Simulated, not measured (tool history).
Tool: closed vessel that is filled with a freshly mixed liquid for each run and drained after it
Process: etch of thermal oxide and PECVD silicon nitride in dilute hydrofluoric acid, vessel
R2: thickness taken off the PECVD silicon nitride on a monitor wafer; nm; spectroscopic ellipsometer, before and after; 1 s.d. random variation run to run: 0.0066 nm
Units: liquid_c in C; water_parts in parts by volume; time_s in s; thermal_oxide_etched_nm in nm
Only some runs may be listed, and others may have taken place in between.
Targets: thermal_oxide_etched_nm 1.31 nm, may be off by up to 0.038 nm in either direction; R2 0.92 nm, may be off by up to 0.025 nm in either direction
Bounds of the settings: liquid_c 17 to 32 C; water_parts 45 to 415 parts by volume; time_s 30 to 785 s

{"run": 1, "hour": 0.0, "liquid_c": 24, "water_parts": 230, "time_s": 400, "thermal_oxide_etched_nm": 6.3973, "R2": 3.8084}
{"run": 2, "hour": 1.3, "liquid_c": 24, "water_parts": 230, "time_s": 560, "thermal_oxide_etched_nm": 8.8362, "R2": 5.3525}
{"run": 3, "hour": 3.5, "liquid_c": 23.5, "water_parts": 275, "time_s": 465, "thermal_oxide_etched_nm": 5.6661, "R2": 3.6134}
{"run": 4, "hour": 5.1, "liquid_c": 23.5, "water_parts": 315, "time_s": 465, "thermal_oxide_etched_nm": 4.875, "R2": 3.1366}
{"run": 5, "hour": 8.8, "liquid_c": 26.5, "water_parts": 315, "time_s": 465, "thermal_oxide_etched_nm": 5.3526, "R2": 3.7993}
{"hour": 9.9, "done": "thermometer replaced"}
{"run": 6, "hour": 9.9, "liquid_c": 25.5, "water_parts": 340, "time_s": 380, "thermal_oxide_etched_nm": 4.049, "R2": 2.9671}
{"run": 7, "hour": 19.2, "liquid_c": 24, "water_parts": 360, "time_s": 310, "thermal_oxide_etched_nm": 2.9478, "R2": 2.1024}
{"run": 8, "hour": 26.0, "liquid_c": 23, "water_parts": 375, "time_s": 260, "thermal_oxide_etched_nm": 2.2629, "R2": 1.5788}
{"run": 9, "hour": 29.8, "liquid_c": 22.5, "water_parts": 385, "time_s": 230, "thermal_oxide_etched_nm": 1.9031, "R2": 1.3504}
{"run": 10, "hour": 38.1, "liquid_c": 22, "water_parts": 390, "time_s": 220, "thermal_oxide_etched_nm": 1.7758, "R2": 1.2416}
{"run": 11, "hour": 44.9, "liquid_c": 21.5, "water_parts": 395, "time_s": 210, "thermal_oxide_etched_nm": 1.6023, "R2": 1.1233}
{"run": 12, "hour": 50.4, "liquid_c": 20, "water_parts": 415, "time_s": 200, "thermal_oxide_etched_nm": 1.3535, "R2": 0.93283}

Pick the move, out of 5, that brings all results within their allowed miss; only one does.
{"run": "A", "hour": 55.9, "liquid_c": 21.5, "water_parts": 415, "time_s": 195, "thermal_oxide_etched_nm": "?", "R2": "?"}
{"run": "B", "hour": 55.9, "liquid_c": 21, "water_parts": 415, "time_s": 185, "thermal_oxide_etched_nm": "?", "R2": "?"}
{"run": "C", "hour": 55.9, "liquid_c": 23.5, "water_parts": 415, "time_s": 160, "thermal_oxide_etched_nm": "?", "R2": "?"}
{"run": "D", "hour": 55.9, "liquid_c": 22.5, "water_parts": 415, "time_s": 180, "thermal_oxide_etched_nm": "?", "R2": "?"}
{"run": "E", "hour": 55.9, "liquid_c": 20.5, "water_parts": 410, "time_s": 200, "thermal_oxide_etched_nm": "?", "R2": "?"}

move=A thermal_oxide_etched_nm=1.3962 R2=1.0026
move=B thermal_oxide_etched_nm=1.3024 R2=0.92278
move=C thermal_oxide_etched_nm=1.2245 R2=0.92719
move=D thermal_oxide_etched_nm=1.3328 R2=0.98284
move=E thermal_oxide_etched_nm=1.4069 R2=0.97905
A: the biggest miss grows against the last run
B: every result within its allowed miss
C: takes the result that was furthest off past its target
D: gets the furthest-off result to its target, but another result is out of tolerance
E: the biggest miss grows against the last run
B is the move that brings every result within its allowed miss.
